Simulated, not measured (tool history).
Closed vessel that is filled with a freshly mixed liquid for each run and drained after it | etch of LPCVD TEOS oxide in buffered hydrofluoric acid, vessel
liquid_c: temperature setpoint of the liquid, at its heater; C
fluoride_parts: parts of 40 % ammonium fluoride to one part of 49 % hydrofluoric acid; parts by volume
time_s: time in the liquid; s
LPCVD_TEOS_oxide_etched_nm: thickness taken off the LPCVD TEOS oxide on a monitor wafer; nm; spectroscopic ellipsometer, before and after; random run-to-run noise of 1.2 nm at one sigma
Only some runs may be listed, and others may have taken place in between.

| run | hour | liquid_c | fluoride_parts | time_s | LPCVD_TEOS_oxide_etched_nm |
|---|---|---|---|---|---|
| 1 | 0 | 22 | 16 | 90 | 270.18 |
| 2 | 9.3 | 22 | 16 | 90 | 267.52 |
| 3 | 18.3 | 21 | 17 | 90 | 239.25 |
| 4 | 22.4 | 22.5 | 17 | 90 | 262.49 |
| 5 | 23.3 | 21.5 | 17.5 | 90 | 242.03 |
| 6 | 32.3 | 21.5 | 17.5 | 100 | 267.51 |
| 7 | 37.3 | 17.5 | 22.5 | 100 | 174.8 |
| 8 | 38.8 | 17.5 | 23 | 100 | 168.73 |

For run 9, what comes out?
| 9 | 41.5 | 17 | 24 | 100 | ? |

LPCVD_TEOS_oxide_etched_nm: 159.8 nm
